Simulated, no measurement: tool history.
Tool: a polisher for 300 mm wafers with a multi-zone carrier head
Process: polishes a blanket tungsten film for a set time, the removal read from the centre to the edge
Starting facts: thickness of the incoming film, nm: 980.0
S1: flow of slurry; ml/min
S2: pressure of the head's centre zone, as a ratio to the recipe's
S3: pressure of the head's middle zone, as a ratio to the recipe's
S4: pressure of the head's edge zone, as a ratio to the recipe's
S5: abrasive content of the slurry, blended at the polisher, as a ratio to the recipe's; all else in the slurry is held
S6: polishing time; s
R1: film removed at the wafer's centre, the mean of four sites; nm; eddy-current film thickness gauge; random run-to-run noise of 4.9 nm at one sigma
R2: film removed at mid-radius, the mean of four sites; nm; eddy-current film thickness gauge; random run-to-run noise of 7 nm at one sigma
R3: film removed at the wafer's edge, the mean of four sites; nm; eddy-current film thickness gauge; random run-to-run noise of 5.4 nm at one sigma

{"run": 1, "day": 0.0, "S1": 280, "S2": 1.0, "S3": 1.0, "S4": 1.0, "S5": 1.0, "S6": 46, "R1": 364.24, "R2": 347.78, "R3": 349.3}
{"run": 2, "day": 0.275, "S1": 230, "S2": 1.0, "S3": 1.0, "S4": 1.0, "S5": 1.0, "S6": 46, "R1": 352.19, "R2": 341.92, "R3": 343.24}
{"run": 3, "day": 0.392, "S1": 280, "S2": 1.0, "S3": 1.0, "S4": 1.0, "S5": 1.0, "S6": 46, "R1": 358.82, "R2": 346.21, "R3": 353.78}
{"run": 4, "day": 0.467, "S1": 280, "S2": 1.0, "S3": 0.97, "S4": 1.0, "S5": 1.0, "S6": 46, "R1": 359.36, "R2": 337.73, "R3": 362.09}
{"day": 0.817, "done": "edge zone pressure recalibrated"}
{"run": 5, "day": 0.817, "S1": 300, "S2": 1.03, "S3": 1.02, "S4": 1.02, "S5": 1.15, "S6": 49, "R1": 402.75, "R2": 398.83, "R3": 397.7}
{"run": 6, "day": 1.121, "S1": 315, "S2": 1.08, "S3": 1.04, "S4": 0.99, "S5": 1.25, "S6": 52, "R1": 465.44, "R2": 430.95, "R3": 435.33}
{"run": 7, "day": 1.179, "S1": 320, "S2": 1.11, "S3": 1.09, "S4": 0.97, "S5": 1.35, "S6": 54, "R1": 502.2, "R2": 475.34, "R3": 458.15}
{"run": 8, "day": 1.529, "S1": 330, "S2": 1.14, "S3": 1.12, "S4": 0.95, "S5": 1.4, "S6": 55, "R1": 533.98, "R2": 496.26, "R3": 465.53}
{"run": 9, "day": 1.833, "S1": 340, "S2": 1.15, "S3": 1.14, "S4": 0.94, "S5": 1.45, "S6": 56, "R1": 544.02, "R2": 524.29, "R3": 479.5}

Run 10 comes next. What will it give?
{"run": 10, "day": 1.996, "S1": 340, "S2": 1.16, "S3": 1.15, "S4": 0.92, "S5": 1.45, "S6": 57, "R1": "?", "R2": "?", "R3": "?"}

Run 10 yielded R1 562.53 nm, R2 525.68 nm, R3 485.08 nm.

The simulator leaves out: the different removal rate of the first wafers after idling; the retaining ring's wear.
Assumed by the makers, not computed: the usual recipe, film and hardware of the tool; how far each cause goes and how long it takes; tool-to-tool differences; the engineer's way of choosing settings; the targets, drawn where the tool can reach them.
